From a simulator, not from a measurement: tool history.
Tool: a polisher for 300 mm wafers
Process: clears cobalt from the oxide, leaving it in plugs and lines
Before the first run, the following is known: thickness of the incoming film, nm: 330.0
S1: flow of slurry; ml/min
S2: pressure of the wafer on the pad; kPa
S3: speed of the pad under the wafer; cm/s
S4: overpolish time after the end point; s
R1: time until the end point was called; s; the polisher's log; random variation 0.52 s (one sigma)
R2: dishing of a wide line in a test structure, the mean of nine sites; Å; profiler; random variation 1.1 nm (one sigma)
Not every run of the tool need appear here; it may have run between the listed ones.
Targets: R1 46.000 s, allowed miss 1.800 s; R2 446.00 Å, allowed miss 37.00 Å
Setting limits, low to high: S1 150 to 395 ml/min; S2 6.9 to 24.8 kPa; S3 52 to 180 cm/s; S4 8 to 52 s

run  hour   S1    S2   S3  S4      R1      R2
  1   0.0  250  15.9  116  26  42.033  628.55
  2   5.9  250  17.9  116  26  36.086  578.22
  3  10.6  285  17.9  116  26  36.568  617.86
  4  18.1  285  17.9  116  16  35.915  557.82
  5  20.0  285  15.9  116  16  41.805  559.85
  6  26.4  250  15.9  112  14  41.870  539.70
  7  34.2  225  15.9  106  13  44.604  486.69
  8  35.2  190  15.9  106   9  46.239  392.35

Which single option among these 4 for the next run brings every result within its allowed miss of target? Just one does.
  A  36.2  150  16.5  104   8   ?   ?
  B  36.2  170  15.2  114  11   ?   ?
  C  36.2  240  17.9   96  10   ?   ?
  D  36.2  150  18.6   76   8   ?   ?

move      R1      R2
   A  45.139  366.92
   B  45.096  438.75
   C  41.595  435.45
   D  49.915  344.57
A: misses by more than the last run did
B: in spec on every target
C: gets the furthest-off result to its target, but another result is out of tolerance
D: misses by more than the last run did
The right move is B.
